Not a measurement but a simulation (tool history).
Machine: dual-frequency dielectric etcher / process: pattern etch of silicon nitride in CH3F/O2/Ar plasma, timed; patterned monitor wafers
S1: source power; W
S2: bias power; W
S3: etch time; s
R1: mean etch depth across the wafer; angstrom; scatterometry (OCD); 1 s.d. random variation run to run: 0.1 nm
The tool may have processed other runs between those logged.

{"run": 1, "hour": 0.0, "S1": 360, "S2": 102, "S3": 38, "R1": 281.46}
{"run": 2, "hour": 8.9, "S1": 380, "S2": 103, "S3": 38, "R1": 289.85}
{"run": 3, "hour": 9.5, "S1": 390, "S2": 103, "S3": 38, "R1": 293.4}
{"run": 4, "hour": 11.7, "S1": 390, "S2": 103, "S3": 38, "R1": 293.34}
{"run": 5, "hour": 20.5, "S1": 390, "S2": 110, "S3": 38, "R1": 299.78}
{"run": 6, "hour": 24.3, "S1": 390, "S2": 95, "S3": 38, "R1": 287.74}
{"hour": 28.0, "done": "source power generator calibrated"}
{"run": 7, "hour": 28.0, "S1": 460, "S2": 97, "S3": 38, "R1": 319.39}
{"run": 8, "hour": 31.4, "S1": 450, "S2": 97, "S3": 38, "R1": 316.63}

Predict the results of run 9:
{"run": 9, "hour": 38.5, "S1": 440, "S2": 97, "S3": 38, "R1": "?"}

{"run 9": {"R1": 312.56}}
